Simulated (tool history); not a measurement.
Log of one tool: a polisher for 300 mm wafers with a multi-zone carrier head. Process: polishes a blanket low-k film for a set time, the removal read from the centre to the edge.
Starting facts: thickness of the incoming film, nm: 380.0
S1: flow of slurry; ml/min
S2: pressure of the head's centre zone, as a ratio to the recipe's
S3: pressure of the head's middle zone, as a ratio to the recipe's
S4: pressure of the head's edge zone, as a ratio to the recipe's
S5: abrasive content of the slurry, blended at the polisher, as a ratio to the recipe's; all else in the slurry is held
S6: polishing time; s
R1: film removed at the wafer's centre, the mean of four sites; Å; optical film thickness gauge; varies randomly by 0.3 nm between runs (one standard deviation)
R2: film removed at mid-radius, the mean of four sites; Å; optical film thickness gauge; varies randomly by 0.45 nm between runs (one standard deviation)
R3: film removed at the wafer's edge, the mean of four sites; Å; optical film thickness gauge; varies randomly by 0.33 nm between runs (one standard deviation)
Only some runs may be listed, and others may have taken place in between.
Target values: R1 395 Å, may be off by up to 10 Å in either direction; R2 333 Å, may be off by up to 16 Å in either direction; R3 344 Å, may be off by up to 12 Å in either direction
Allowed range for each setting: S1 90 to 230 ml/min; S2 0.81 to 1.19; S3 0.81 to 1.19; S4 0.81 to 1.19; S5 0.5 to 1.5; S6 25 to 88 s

run 1 hour=0 | S1=150 S2=1 S3=1 S4=1 S5=1 S6=56 | R1=254.22 R2=246.14 R3=249.15
run 2 hour=4.2 | S1=165 S2=1.05 S3=1.01 S4=1.04 S5=1.15 S6=56 | R1=290.74 R2=277.4 R3=279.23
run 3 hour=6.7 | S1=165 S2=1 S3=1.01 S4=1.04 S5=1.15 S6=56 | R1=282.21 R2=274.53 R3=281.98
run 4 hour=9.3 | S1=180 S2=1.05 S3=1 S4=1.06 S5=1.2 S6=56 | R1=299.55 R2=279.79 R3=296.37
run 5 hour=10 | S1=185 S2=1.09 S3=1 S4=1.05 S5=1.3 S6=56 | R1=320.45 R2=292.73 R3=298.25
run 6 hour=14.7 | S1=170 S2=1.09 S3=1 S4=1.05 S5=1.3 S6=56 | R1=318.39 R2=290.82 R3=295.76
run 7 hour=17.8 | S1=180 S2=1.12 S3=1 S4=1.06 S5=1.35 S6=57 | R1=337.27 R2=305.33 R3=311.45
-- hour=21.8 slurry nozzle cleaned
run 8 hour=21.8 | S1=190 S2=1.14 S3=0.99 S4=1.06 S5=1.4 S6=57 | R1=366.01 R2=325.81 R3=326.76
run 9 hour=23.9 | S1=220 S2=1.16 S3=0.93 S4=1.09 S5=1.4 S6=57 | R1=383.25 R2=304.95 R3=338.9

Pick the move, out of 5, that brings all results within their allowed miss; only one does.
run A hour=26 | S1=210 S2=1.16 S3=1.03 S4=0.98 S5=1.4 S6=57 | R1=? R2=? R3=?
run B hour=26 | S1=220 S2=1.11 S3=1.02 S4=1.06 S5=1.25 S6=60 | R1=? R2=? R3=?
run C hour=26 | S1=230 S2=1.13 S3=0.95 S4=1.02 S5=1.25 S6=62 | R1=? R2=? R3=?
run D hour=26 | S1=230 S2=1.19 S3=0.81 S4=1.09 S5=1.35 S6=56 | R1=? R2=? R3=?
run E hour=26 | S1=210 S2=1.06 S3=1.01 S4=1.09 S5=1.4 S6=59 | R1=? R2=? R3=?

move=A R1=379.84 R2=340.54 R3=313.18
move=B R1=370.48 R2=341.17 R3=328.25
move=C R1=390.41 R2=333.75 R3=334.41
move=D R1=379.39 R2=272.8 R3=322.96
move=E R1=365.63 R2=346.77 R3=341.64
A: meets the target for the result that was furthest off, but another lies outside its allowed miss
B: meets the target for the result that was furthest off, but another lies outside its allowed miss
C: every result within its allowed miss
D: further off than the last run
E: meets the target for the result that was furthest off, but another lies outside its allowed miss
The move that meets every target is C.
